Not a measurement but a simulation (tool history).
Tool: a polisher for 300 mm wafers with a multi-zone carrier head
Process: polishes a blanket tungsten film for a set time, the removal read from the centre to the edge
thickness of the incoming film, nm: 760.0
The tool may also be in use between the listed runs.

run	hour	flow of slurry (ml/min)	pressure of the head's centre zone	pressure of the head's middle zone	pressure of the head's edge zone	abrasive content of the slurry	polishing time (s)	film removed at the wafer's centre (angstrom)	film removed at mid-radius (angstrom)	film removed at the wafer's edge (angstrom)
1	0	305	1	1	1	1	47	2199.5	2222.5	2221.4
2	0.9	350	1	1	1	1	47	2230.2	2231.3	2296.5
3	8.3	345	1	0.97	0.98	0.9	47	2146.9	2108.8	2199.5
4	16.2	345	1	0.97	0.92	0.9	47	2141.4	2121.7	2149.5
5	19.7	335	1	0.94	0.91	0.8	47	2110.1	2023.1	2055.2
6	21.7	335	1	1.03	0.91	0.8	47	2087.7	2173.2	2076.5
7	28.1	335	1	1.03	0.91	0.8	47	2105.5	2175.4	2044

Forecast run 8:
8	33	330	1	0.99	0.91	0.75	47	?	?	?

{"run 8": {"film removed at the wafer's centre (angstrom)": 2070.6, "film removed at mid-radius (angstrom)": 2031.3, "film removed at the wafer's edge (angstrom)": 2056.1}}

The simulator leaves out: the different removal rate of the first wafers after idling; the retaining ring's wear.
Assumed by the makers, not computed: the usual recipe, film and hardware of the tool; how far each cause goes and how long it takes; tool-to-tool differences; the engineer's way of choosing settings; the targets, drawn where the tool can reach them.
